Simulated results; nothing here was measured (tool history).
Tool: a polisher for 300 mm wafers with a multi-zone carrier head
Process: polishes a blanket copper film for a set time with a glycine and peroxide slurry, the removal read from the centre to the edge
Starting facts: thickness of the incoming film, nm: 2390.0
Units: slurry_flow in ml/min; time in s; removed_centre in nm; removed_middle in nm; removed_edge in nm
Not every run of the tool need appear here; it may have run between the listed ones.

run 1 hour=0.0 | slurry_flow=230 centre_zone=1.00 middle_zone=1.00 edge_zone=1.00 time=61 | removed_centre=407.08 removed_middle=409.62 removed_edge=394.03
run 2 hour=6.6 | slurry_flow=275 centre_zone=1.00 middle_zone=1.00 edge_zone=1.00 time=61 | removed_centre=418.57 removed_middle=414.52 removed_edge=403.33
run 3 hour=10.5 | slurry_flow=275 centre_zone=1.00 middle_zone=1.09 edge_zone=1.00 time=61 | removed_centre=412.03 removed_middle=441.35 removed_edge=401.42
run 4 hour=12.3 | slurry_flow=265 centre_zone=0.97 middle_zone=1.04 edge_zone=0.98 time=59 | removed_centre=390.92 removed_middle=407.77 removed_edge=387.52
run 5 hour=19.5 | slurry_flow=265 centre_zone=1.01 middle_zone=1.04 edge_zone=0.98 time=59 | removed_centre=401.67 removed_middle=414.49 removed_edge=385.92
run 6 hour=24.5 | slurry_flow=265 centre_zone=1.01 middle_zone=1.04 edge_zone=1.06 time=59 | removed_centre=400.83 removed_middle=416.39 removed_edge=403.33
run 7 hour=27.5 | slurry_flow=255 centre_zone=0.97 middle_zone=1.01 edge_zone=1.03 time=58 | removed_centre=383.39 removed_middle=396.39 removed_edge=386.78
run 8 hour=33.2 | slurry_flow=245 centre_zone=0.94 middle_zone=0.98 edge_zone=1.01 time=57 | removed_centre=354.37 removed_middle=384.21 removed_edge=377.80

What will run 9 give?
run 9 hour=38.3 | slurry_flow=240 centre_zone=0.93 middle_zone=0.95 edge_zone=0.99 time=56 | removed_centre=? removed_middle=? removed_edge=?

Run 9 gave removed_centre 350.63 nm, removed_middle 356.96 nm, removed_edge 363.18 nm.
